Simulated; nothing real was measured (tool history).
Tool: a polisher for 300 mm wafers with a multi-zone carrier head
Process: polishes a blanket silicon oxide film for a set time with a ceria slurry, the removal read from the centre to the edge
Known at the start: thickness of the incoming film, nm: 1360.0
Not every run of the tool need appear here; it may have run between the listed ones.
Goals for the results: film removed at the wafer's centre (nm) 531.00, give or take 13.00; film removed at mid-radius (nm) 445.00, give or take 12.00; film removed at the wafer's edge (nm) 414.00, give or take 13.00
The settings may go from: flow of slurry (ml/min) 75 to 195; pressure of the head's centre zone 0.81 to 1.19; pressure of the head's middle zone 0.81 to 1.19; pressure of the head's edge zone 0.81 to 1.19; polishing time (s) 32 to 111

| run | hour | flow of slurry (ml/min) | pressure of the head's centre zone | pressure of the head's middle zone | pressure of the head's edge zone | polishing time (s) | film removed at the wafer's centre (nm) | film removed at mid-radius (nm) | film removed at the wafer's edge (nm) |
|---|---|---|---|---|---|---|---|---|---|
| 1 | 0.0 | 125 | 1.00 | 1.00 | 1.00 | 71 | 315.22 | 303.79 | 303.32 |
| 2 | 8.6 | 105 | 1.00 | 1.00 | 1.00 | 71 | 294.21 | 288.98 | 296.46 |
| 3 | 14.4 | 115 | 1.02 | 1.01 | 1.02 | 72 | 314.22 | 304.15 | 306.20 |
| 4 | 16.2 | 145 | 1.02 | 1.01 | 1.02 | 72 | 334.45 | 321.60 | 323.64 |
| 5 | 23.1 | 145 | 1.10 | 1.01 | 1.02 | 72 | 367.51 | 322.14 | 320.95 |
| 6 | 24.7 | 145 | 1.06 | 1.01 | 1.02 | 72 | 349.47 | 320.47 | 323.44 |
| 7 | 29.6 | 180 | 1.16 | 1.09 | 1.09 | 87 | 479.95 | 432.86 | 410.56 |
| 8 | 38.0 | 180 | 1.16 | 1.09 | 1.08 | 87 | 481.99 | 433.48 | 415.12 |
| 9 | 43.1 | 180 | 1.16 | 1.09 | 1.07 | 87 | 477.00 | 429.63 | 410.25 |
| 10 | 49.5 | 180 | 1.16 | 1.09 | 1.05 | 88 | 486.65 | 432.55 | 413.87 |
|  | 51.6 | worn pad replaced by a new one |
| 11 | 51.6 | 180 | 1.16 | 1.09 | 1.03 | 88 | 540.87 | 485.26 | 443.77 |
| 12 | 59.3 | 180 | 1.16 | 1.09 | 1.03 | 88 | 537.55 | 479.13 | 447.99 |
| 13 | 62.0 | 180 | 1.16 | 1.09 | 1.03 | 87 | 530.50 | 475.01 | 439.00 |

Consider the 4 candidate settings below. Which is the only one whose results all fall within their allowed miss of target?
| A | 64.7 | 170 | 1.14 | 1.00 | 1.05 | 91 | ? | ? | ? |
| B | 64.7 | 195 | 1.15 | 1.00 | 0.88 | 86 | ? | ? | ? |
| C | 64.7 | 170 | 1.14 | 0.98 | 1.10 | 90 | ? | ? | ? |
| D | 64.7 | 165 | 1.19 | 1.15 | 0.98 | 84 | ? | ? | ? |

| move | film removed at the wafer's centre (nm) | film removed at mid-radius (nm) | film removed at the wafer's edge (nm) |
|---|---|---|---|
| A | 540.97 | 462.84 | 465.06 |
| B | 528.94 | 447.42 | 413.70 |
| C | 534.95 | 449.99 | 470.10 |
| D | 518.81 | 478.69 | 413.73 |
A: the biggest miss grows against the last run
B: every result lands within tolerance
C: gets the furthest-off result to its target, but another result is out of tolerance
D: the biggest miss grows against the last run
B is the move that brings every result within its allowed miss.
